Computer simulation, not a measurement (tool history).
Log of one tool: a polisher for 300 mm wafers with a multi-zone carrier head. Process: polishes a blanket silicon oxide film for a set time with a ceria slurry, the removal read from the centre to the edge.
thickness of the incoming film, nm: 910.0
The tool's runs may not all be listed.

run,day,flow of slurry (ml/min),pressure of the head's centre zone,pressure of the head's middle zone,pressure of the head's edge zone,polishing time (s),film removed at the wafer's centre (nm),film removed at mid-radius (nm),film removed at the wafer's edge (nm)
1,0.000,150,1.00,1.00,1.00,39,270.98,267.05,265.65
2,0.150,150,1.00,0.98,0.97,36,250.49,248.66,245.59
3,0.471,145,1.02,0.96,0.96,33,234.41,221.79,226.43
4,0.712,145,1.03,0.95,0.94,31,220.60,208.57,211.78
5,0.921,140,1.04,0.94,0.92,30,214.27,196.52,199.48
6,1.254,140,1.04,0.94,0.92,23,164.42,151.51,153.98

The next listed run, before its measurement:
7,1.325,150,1.05,0.94,0.93,23,?,?,?

Run 7 gave film removed at the wafer's centre (nm) 168.22, film removed at mid-radius (nm) 154.17, film removed at the wafer's edge (nm) 157.32.

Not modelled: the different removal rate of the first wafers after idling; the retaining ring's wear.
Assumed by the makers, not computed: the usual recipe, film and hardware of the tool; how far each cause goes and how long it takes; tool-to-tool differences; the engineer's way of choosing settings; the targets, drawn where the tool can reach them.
